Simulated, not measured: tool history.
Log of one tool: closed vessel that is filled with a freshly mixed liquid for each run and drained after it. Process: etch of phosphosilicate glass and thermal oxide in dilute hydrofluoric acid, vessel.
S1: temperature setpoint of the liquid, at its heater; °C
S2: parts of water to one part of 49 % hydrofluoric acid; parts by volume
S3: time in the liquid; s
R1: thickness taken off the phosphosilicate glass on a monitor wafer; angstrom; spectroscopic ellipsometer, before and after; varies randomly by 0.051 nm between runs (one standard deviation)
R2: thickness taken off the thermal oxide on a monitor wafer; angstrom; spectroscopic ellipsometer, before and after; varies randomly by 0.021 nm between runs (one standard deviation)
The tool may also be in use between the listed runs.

Run 1, hour 0: S1 23 °C, S2 295 parts by volume, S3 65 s. Result: R1 197.97 angstrom, R2 8.272 angstrom.
Run 2, hour 3.9: S1 25 °C, S2 295 parts by volume, S3 65 s. Result: R1 212.06 angstrom, R2 8.4911 angstrom.
Run 3, hour 4.8: S1 25 °C, S2 240 parts by volume, S3 65 s. Result: R1 276.24 angstrom, R2 11.714 angstrom.
Run 4, hour 9.4: S1 25 °C, S2 240 parts by volume, S3 40 s. Result: R1 169.4 angstrom, R2 7.0512 angstrom.
Run 5, hour 13.9: S1 24 °C, S2 240 parts by volume, S3 40 s. Result: R1 163.59 angstrom, R2 6.4 angstrom.
Run 6, hour 14.9: S1 23.5 °C, S2 240 parts by volume, S3 40 s. Result: R1 161.25 angstrom, R2 6.5815 angstrom.
Run 7, hour 23.6: S1 23 °C, S2 240 parts by volume, S3 40 s. Result: R1 159.03 angstrom, R2 6.2434 angstrom.
Run 8, hour 27.7: S1 22.5 °C, S2 240 parts by volume, S3 40 s. Result: R1 155.82 angstrom, R2 6.5032 angstrom.

Run 9 is up next; what results do you expect?
Run 9, hour 35.4: S1 22 °C, S2 240 parts by volume, S3 40 s. Result: R1 ?, R2 ?.

R1: 152.02 angstrom
R2: 5.923 angstrom

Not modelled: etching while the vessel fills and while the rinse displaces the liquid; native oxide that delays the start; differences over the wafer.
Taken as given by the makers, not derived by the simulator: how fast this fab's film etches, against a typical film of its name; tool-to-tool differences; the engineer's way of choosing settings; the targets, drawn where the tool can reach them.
